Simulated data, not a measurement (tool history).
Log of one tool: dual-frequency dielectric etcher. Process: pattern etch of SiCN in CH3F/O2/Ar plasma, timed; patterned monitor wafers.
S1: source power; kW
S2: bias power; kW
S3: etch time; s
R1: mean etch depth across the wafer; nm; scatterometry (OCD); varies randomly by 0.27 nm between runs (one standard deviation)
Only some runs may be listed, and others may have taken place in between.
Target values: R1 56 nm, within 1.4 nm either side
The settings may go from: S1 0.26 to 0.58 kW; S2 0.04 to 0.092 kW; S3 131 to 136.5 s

run	hour	S1	S2	S3	R1
1	0	0.42	0.066	131	46.976
2	8.1	0.42	0.066	136.5	49.4
3	12.9	0.45	0.068	136.5	51.236
4	17.1	0.45	0.068	136.5	51.513
5	24.5	0.51	0.068	136.5	53.206
6	25.8	0.44	0.068	136.5	51.339
7	30.3	0.46	0.07	136.5	52.323
8	36.6	0.48	0.071	136.5	53.913
9	37.4	0.49	0.072	136.5	54.69

4 next moves are on the table. One of them brings every result within its allowed miss. Which?
A	38.2	0.58	0.068	135.5	?
B	38.2	0.49	0.071	133	?
C	38.2	0.47	0.068	134.5	?
D	38.2	0.48	0.07	135	?

move	R1
A	56.013
B	53.045
C	51.652
D	53.052
A: meets every target
B: its largest miss is bigger than the last run's
C: its largest miss is bigger than the last run's
D: its largest miss is bigger than the last run's
Answer: A

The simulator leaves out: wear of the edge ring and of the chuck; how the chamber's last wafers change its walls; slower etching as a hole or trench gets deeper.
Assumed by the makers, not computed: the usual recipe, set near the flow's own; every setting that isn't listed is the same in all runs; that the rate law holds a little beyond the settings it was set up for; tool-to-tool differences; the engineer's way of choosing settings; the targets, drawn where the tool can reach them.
